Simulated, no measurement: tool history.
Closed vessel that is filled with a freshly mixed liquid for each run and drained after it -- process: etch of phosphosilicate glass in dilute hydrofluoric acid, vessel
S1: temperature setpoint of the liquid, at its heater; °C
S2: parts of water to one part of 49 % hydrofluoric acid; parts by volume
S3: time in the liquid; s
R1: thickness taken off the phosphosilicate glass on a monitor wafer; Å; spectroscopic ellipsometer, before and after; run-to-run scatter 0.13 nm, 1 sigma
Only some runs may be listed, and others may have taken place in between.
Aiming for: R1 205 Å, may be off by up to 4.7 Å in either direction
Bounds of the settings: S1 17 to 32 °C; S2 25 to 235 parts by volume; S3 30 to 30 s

run  hour    S1   S2  S3      R1
  1     0    24  130  30  260.84
  2   1.5    24  130  30  262.19
  3     3    24   85  30  424.24
  4   9.8    24   85  30  421.78
  5  14.5    22  100  30  326.65
  6  16.3    22  100  30  325.89
  7  23.5  20.5  105  30  287.96
  8  27.2    17  130  30  198.49
  9  34.9    17  130  30  196.86

Next run, 4 choices. One meets every target within its allowed miss, the rest don't. Which?
  A  42.6  17  125  30   ?
  B  42.6  17  135  30   ?
  C  42.6  20  135  30   ?
  D  42.6  17  120  30   ?

move      R1
   A  206.59
   B  189.39
   C  214.02
   D  216.28
A: in spec on every target
B: moves away from the targets compared with the last run
C: carries the result that was furthest off beyond its target, to the other side
D: carries the result that was furthest off beyond its target, to the other side
Go with A: it meets all targets.
